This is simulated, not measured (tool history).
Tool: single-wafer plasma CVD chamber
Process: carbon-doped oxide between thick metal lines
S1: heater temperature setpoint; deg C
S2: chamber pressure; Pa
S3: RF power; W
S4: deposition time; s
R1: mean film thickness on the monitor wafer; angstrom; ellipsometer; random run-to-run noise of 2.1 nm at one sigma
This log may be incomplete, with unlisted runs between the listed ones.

Run 1, hour 0.0: S1 335 deg C, S2 820 Pa, S3 595 W, S4 126 s. Result: R1 8495.4 angstrom.
Run 2, hour 7.0: S1 336 deg C, S2 811 Pa, S3 575 W, S4 125 s. Result: R1 8263.3 angstrom.
Run 3, hour 15.5: S1 337 deg C, S2 803 Pa, S3 560 W, S4 124 s. Result: R1 8066.7 angstrom.
Run 4, hour 23.5: S1 338 deg C, S2 796 Pa, S3 545 W, S4 124 s. Result: R1 7924.5 angstrom.
Run 5, hour 29.1: S1 339 deg C, S2 789 Pa, S3 535 W, S4 124 s. Result: R1 7825.3 angstrom.
Run 6, hour 32.7: S1 339 deg C, S2 784 Pa, S3 525 W, S4 124 s. Result: R1 7747.3 angstrom.
Run 7, hour 40.8: S1 339 deg C, S2 779 Pa, S3 515 W, S4 124 s. Result: R1 7648.9 angstrom.
Run 8, hour 45.1: S1 339 deg C, S2 773 Pa, S3 510 W, S4 124 s. Result: R1 7593.3 angstrom.

Run 9, settings as shown, results not yet in. Your forecast:
Run 9, hour 48.2: S1 339 deg C, S2 768 Pa, S3 505 W, S4 124 s. Result: R1 ?.

R1: 7569.6 angstrom
